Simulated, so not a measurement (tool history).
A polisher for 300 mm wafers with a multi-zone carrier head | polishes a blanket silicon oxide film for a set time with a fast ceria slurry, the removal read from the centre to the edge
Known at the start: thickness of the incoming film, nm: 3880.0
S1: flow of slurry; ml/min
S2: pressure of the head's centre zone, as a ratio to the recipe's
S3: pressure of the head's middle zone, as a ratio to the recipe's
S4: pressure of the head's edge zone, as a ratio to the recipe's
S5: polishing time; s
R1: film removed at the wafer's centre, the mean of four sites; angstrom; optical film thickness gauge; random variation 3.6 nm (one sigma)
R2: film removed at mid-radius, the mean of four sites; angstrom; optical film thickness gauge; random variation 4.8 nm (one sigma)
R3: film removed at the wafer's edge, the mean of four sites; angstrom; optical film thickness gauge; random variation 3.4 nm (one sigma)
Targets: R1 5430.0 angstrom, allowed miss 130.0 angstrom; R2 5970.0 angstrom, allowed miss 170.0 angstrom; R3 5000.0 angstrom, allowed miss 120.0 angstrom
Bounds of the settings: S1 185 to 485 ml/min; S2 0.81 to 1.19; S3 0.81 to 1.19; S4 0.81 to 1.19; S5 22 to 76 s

run,hour,S1,S2,S3,S4,S5,R1,R2,R3
1,0.0,310,1.00,1.00,1.00,49,5524.5,5509.7,5527.2
2,0.8,310,1.00,1.08,1.00,49,5526.7,5930.7,5481.1
3,6.2,310,1.00,1.08,1.00,44,4854.6,5312.9,4956.0
4,10.8,325,1.01,1.10,1.00,44,4994.4,5320.3,4951.0
5,19.0,325,0.96,1.10,1.00,44,4725.3,5373.1,5026.6
6,26.4,330,0.97,1.11,0.99,44,4822.5,5406.9,4893.0
7,27.8,335,0.98,1.12,0.99,44,4897.2,5478.1,4922.9
8,33.2,345,0.99,1.13,0.99,44,4943.0,5645.9,4928.5
9,35.8,360,1.00,1.13,0.99,44,5008.0,5518.8,4939.7
10,39.5,360,1.00,1.13,0.99,44,4993.3,5565.1,4903.5
11,48.4,365,1.01,1.14,0.99,44,5083.5,5597.2,4970.6
12,49.6,370,1.02,1.15,0.99,44,5085.6,5647.8,4961.6
13,50.8,375,1.03,1.16,0.99,44,5143.2,5730.8,4974.5
14,54.3,380,1.04,1.17,0.99,44,5214.5,5827.9,4974.3
15,58.7,380,1.04,1.17,0.99,44,5246.5,5732.3,5008.2
16,61.8,385,1.04,1.17,0.98,44,5262.1,5730.3,4931.8

Which of these 4 next moves meets every target?
A,64.9,395,0.95,1.14,0.98,46,?,?,?
B,64.9,450,1.08,1.13,0.93,45,?,?,?
C,64.9,355,1.03,1.17,0.92,46,?,?,?
D,64.9,240,0.94,1.15,0.90,50,?,?,?

move,R1,R2,R3
A,4995.8,6017.6,5188.5
B,5619.6,5894.6,4989.5
C,5368.0,6097.2,4999.6
D,5066.1,6250.4,5202.2
A: brings the result that was furthest off to its target, and leaves another outside
B: brings the result that was furthest off to its target, and leaves another outside
C: meets every target
D: takes the result that was furthest off past its target
The right move is C.

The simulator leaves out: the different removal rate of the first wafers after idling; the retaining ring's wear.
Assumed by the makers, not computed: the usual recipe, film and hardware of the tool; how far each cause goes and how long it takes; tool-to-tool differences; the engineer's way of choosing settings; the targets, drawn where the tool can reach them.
